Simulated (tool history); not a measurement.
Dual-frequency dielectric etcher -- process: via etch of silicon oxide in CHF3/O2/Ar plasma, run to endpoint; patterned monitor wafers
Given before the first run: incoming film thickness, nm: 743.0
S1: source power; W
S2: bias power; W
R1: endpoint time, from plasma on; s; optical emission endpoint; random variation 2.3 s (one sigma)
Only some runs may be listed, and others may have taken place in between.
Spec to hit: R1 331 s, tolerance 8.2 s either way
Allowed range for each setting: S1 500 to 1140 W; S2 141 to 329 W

{"run": 1, "hour": 0.0, "S1": 820, "S2": 235, "R1": 264.81}
{"run": 2, "hour": 4.3, "S1": 890, "S2": 235, "R1": 255.78}
{"run": 3, "hour": 10.4, "S1": 890, "S2": 264, "R1": 247.55}
{"run": 4, "hour": 18.7, "S1": 970, "S2": 264, "R1": 237.51}
{"run": 5, "hour": 22.5, "S1": 850, "S2": 264, "R1": 250.47}
{"run": 6, "hour": 30.0, "S1": 800, "S2": 249, "R1": 263.31}
{"run": 7, "hour": 38.0, "S1": 640, "S2": 202, "R1": 305.7}
{"run": 8, "hour": 44.5, "S1": 500, "S2": 183, "R1": 350.87}
{"run": 9, "hour": 46.7, "S1": 510, "S2": 184, "R1": 351.4}
{"run": 10, "hour": 47.4, "S1": 520, "S2": 185, "R1": 341.34}
{"run": 11, "hour": 56.1, "S1": 530, "S2": 185, "R1": 343.72}
{"run": 12, "hour": 57.7, "S1": 610, "S2": 194, "R1": 315.19}
{"run": 13, "hour": 58.9, "S1": 600, "S2": 194, "R1": 314.19}
{"run": 14, "hour": 63.1, "S1": 590, "S2": 194, "R1": 322.11}

Which of these 4 next moves meets every target?
{"run": "A", "hour": 67.3, "S1": 540, "S2": 196, "R1": "?"}
{"run": "B", "hour": 67.3, "S1": 500, "S2": 191, "R1": "?"}
{"run": "C", "hour": 67.3, "S1": 630, "S2": 198, "R1": "?"}
{"run": "D", "hour": 67.3, "S1": 570, "S2": 164, "R1": "?"}

move=A R1=336.25
move=B R1=349.86
move=C R1=315.37
move=D R1=351.03
A: meets every target
B: moves the result that the last run missed by most past its target, out the other side
C: moves away from the targets compared with the last run
D: moves the result that the last run missed by most past its target, out the other side
A is the move that brings every result within its allowed miss.

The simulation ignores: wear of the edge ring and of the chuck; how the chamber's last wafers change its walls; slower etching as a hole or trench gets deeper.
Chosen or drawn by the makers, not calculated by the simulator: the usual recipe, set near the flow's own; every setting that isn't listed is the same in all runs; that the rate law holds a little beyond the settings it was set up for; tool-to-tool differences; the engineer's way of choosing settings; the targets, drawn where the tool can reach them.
